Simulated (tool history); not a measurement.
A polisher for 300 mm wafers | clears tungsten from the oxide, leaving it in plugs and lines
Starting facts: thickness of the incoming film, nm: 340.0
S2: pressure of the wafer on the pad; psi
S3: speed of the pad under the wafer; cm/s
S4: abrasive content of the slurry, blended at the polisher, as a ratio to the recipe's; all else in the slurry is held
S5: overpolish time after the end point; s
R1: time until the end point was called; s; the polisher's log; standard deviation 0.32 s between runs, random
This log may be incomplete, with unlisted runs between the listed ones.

run 1 hour=0.0 | flow_of_slurry_(ml/min)=250 S2=4.6 S3=114 S4=1.0 S5=34 | R1=46.688
run 2 hour=3.5 | flow_of_slurry_(ml/min)=250 S2=5.4 S3=116 S4=1.0 S5=34 | R1=38.556
run 3 hour=10.3 | flow_of_slurry_(ml/min)=250 S2=6.0 S3=116 S4=1.0 S5=34 | R1=34.924
run 4 hour=15.3 | flow_of_slurry_(ml/min)=280 S2=6.0 S3=116 S4=1.0 S5=34 | R1=34.991
run 5 hour=22.3 | flow_of_slurry_(ml/min)=280 S2=6.4 S3=118 S4=1.0 S5=34 | R1=31.126
run 6 hour=27.0 | flow_of_slurry_(ml/min)=280 S2=6.4 S3=118 S4=0.9 S5=34 | R1=32.943
run 7 hour=32.1 | flow_of_slurry_(ml/min)=280 S2=7.2 S3=126 S4=0.9 S5=34 | R1=27.967

The next listed run, before its measurement:
run 8 hour=34.6 | flow_of_slurry_(ml/min)=280 S2=7.2 S3=128 S4=0.9 S5=34 | R1=?

Run 8 yielded R1 27.303 s.
